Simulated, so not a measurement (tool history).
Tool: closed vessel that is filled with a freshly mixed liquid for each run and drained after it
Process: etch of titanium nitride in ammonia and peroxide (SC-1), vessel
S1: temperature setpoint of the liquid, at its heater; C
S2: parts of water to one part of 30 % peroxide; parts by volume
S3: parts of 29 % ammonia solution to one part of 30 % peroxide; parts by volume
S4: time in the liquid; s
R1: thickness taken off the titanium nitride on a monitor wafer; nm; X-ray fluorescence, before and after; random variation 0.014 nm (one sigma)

Run 1, hour 0: S1 53 C, S2 11 parts by volume, S3 0.55 parts by volume, S4 70 s. Result: R1 3.0631 nm.
Run 2, hour 6.3: S1 52 C, S2 11 parts by volume, S3 0.55 parts by volume, S4 70 s. Result: R1 2.8478 nm.
Run 3, hour 7.4: S1 51 C, S2 11 parts by volume, S3 0.55 parts by volume, S4 70 s. Result: R1 2.6361 nm.
Run 4, hour 9.2: S1 57 C, S2 11 parts by volume, S3 0.55 parts by volume, S4 70 s. Result: R1 4.0129 nm.
Run 5, hour 11.1: S1 57 C, S2 13 parts by volume, S3 0.55 parts by volume, S4 70 s. Result: R1 3.6602 nm.
Run 6, hour 15.1: S1 57 C, S2 13 parts by volume, S3 0.55 parts by volume, S4 70 s. Result: R1 3.6559 nm.

Forecast run 7:
Run 7, hour 18.8: S1 55.5 C, S2 13 parts by volume, S3 0.55 parts by volume, S4 70 s. Result: R1 ?.

{"run 7": {"R1": 3.3006}}
